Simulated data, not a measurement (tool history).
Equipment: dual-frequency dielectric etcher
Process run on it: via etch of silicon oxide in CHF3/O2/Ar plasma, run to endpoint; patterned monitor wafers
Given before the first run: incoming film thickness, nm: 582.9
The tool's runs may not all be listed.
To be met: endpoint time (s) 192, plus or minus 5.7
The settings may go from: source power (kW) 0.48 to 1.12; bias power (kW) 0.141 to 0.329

Run 1, hour 0: source power (kW) 0.8, bias power (kW) 0.235. Result: endpoint time (s) 218.9.
Run 2, hour 0.6: source power (kW) 0.8, bias power (kW) 0.252. Result: endpoint time (s) 218.26.
Run 3, hour 5.7: source power (kW) 0.84, bias power (kW) 0.257. Result: endpoint time (s) 209.01.
Run 4, hour 12: source power (kW) 0.86, bias power (kW) 0.259. Result: endpoint time (s) 203.11.
Run 5, hour 18.4: source power (kW) 0.86, bias power (kW) 0.241. Result: endpoint time (s) 208.97.
Run 6, hour 25.2: source power (kW) 0.86, bias power (kW) 0.272. Result: endpoint time (s) 201.61.
Run 7, hour 31.4: source power (kW) 0.87, bias power (kW) 0.273. Result: endpoint time (s) 198.
Run 8, hour 38.4: source power (kW) 0.88, bias power (kW) 0.273. Result: endpoint time (s) 199.28.

Which of these 4 next moves meets every target?
Run A, hour 45.4: source power (kW) 0.82, bias power (kW) 0.276. Result: endpoint time (s) ?.
Run B, hour 45.4: source power (kW) 0.93, bias power (kW) 0.273. Result: endpoint time (s) ?.
Run C, hour 45.4: source power (kW) 0.8, bias power (kW) 0.259. Result: endpoint time (s) ?.
Run D, hour 45.4: source power (kW) 0.76, bias power (kW) 0.289. Result: endpoint time (s) ?.

move  endpoint time (s)
   A             205.07
   B             191.57
   C              213.1
   D             211.02
A: further off than the last run
B: meets every target
C: further off than the last run
D: further off than the last run
Move B is the one to make.
